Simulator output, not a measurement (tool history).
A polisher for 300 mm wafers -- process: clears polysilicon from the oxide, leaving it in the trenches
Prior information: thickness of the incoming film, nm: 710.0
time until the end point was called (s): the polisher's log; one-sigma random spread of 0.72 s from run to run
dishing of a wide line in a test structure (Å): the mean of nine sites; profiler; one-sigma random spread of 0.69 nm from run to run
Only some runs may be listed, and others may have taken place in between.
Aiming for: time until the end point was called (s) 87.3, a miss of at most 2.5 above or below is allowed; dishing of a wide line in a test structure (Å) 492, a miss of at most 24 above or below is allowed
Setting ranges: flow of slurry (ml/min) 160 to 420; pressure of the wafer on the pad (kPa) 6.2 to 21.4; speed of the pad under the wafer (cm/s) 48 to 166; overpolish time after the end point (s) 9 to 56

run  hour  flow of slurry (ml/min)  pressure of the wafer on the pad (kPa)  speed of the pad under the wafer (cm/s)  overpolish time after the end point (s)  time until the end point was called (s)  dishing of a wide line in a test structure (Å)
  1     0                      270                                    13.8                                      106                                       29                                   87.754                                          696.39
  2   7.9                      270                                    13.8                                      120                                       29                                   77.698                                          700.82
  3  10.8                      335                                    13.8                                      120                                       29                                   77.715                                          690.01
  4  13.2                      305                                    13.8                                      120                                       29                                   76.452                                          706.15
  5  19.2                      325                                    13.8                                      118                                       25                                    77.62                                           683.7
  6  23.1                      285                                    13.8                                      118                                       25                                   79.068                                          693.28
  7  26.2                      360                                      11                                      118                                       11                                   93.363                                          530.76
  8  27.5                      370                                      11                                      120                                       11                                   93.494                                          531.56
  9  29.6                      380                                      11                                      122                                       11                                   89.509                                          526.55
 10    32                      390                                      11                                      124                                       11                                   87.699                                          537.25
 11  39.1                      395                                      11                                      126                                       11                                   87.142                                          541.56

Which one of the following 5 next-run settings gets every result inside its allowed miss? There is exactly one.
  A  46.2                      405                                    13.1                                      108                                        9                                        ?                                               ?
  B  46.2                      415                                    15.2                                       96                                       22                                        ?                                               ?
  C  46.2                      385                                    11.7                                      120                                       17                                        ?                                               ?
  D  46.2                      385                                      11                                      124                                       15                                        ?                                               ?
  E  46.2                      405                                      11                                      128                                       15                                        ?                                               ?

move  time until the end point was called (s)  dishing of a wide line in a test structure (Å)
   A                                   87.892                                          491.22
   B                                   86.866                                          675.34
   C                                    87.31                                          636.98
   D                                   88.864                                          610.02
   E                                   85.858                                          616.88
A: every result within its allowed miss
B: the biggest miss grows against the last run
C: the biggest miss grows against the last run
D: the biggest miss grows against the last run
E: the biggest miss grows against the last run
Answer: A
